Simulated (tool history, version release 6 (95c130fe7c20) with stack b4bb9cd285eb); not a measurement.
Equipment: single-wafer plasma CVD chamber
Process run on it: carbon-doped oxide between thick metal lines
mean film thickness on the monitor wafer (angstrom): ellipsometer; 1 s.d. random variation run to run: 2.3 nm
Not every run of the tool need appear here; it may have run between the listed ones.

run,hour,heater temperature setpoint (°C),chamber pressure (Pa),RF power (W),deposition time (s),mean film thickness on the monitor wafer (angstrom)
1,0.0,350,612,445,79.2,3530.4
2,4.7,347,664,475,79.4,3806.9
3,11.7,347,664,440,79.4,3576.8
4,12.7,345,703,470,79.6,3875.5
5,16.4,345,703,505,79.6,4024.9
6,24.3,345,777,505,79.6,4157.7
7,29.9,343,801,510,79.6,4148.1
8,33.8,343,809,525,79.7,4220.9
9,39.5,343,819,535,79.8,4345.1

Expected results for the next run?
10,40.8,343,829,540,79.8,?

Run 10 yielded mean film thickness on the monitor wafer (angstrom) 4353.1.
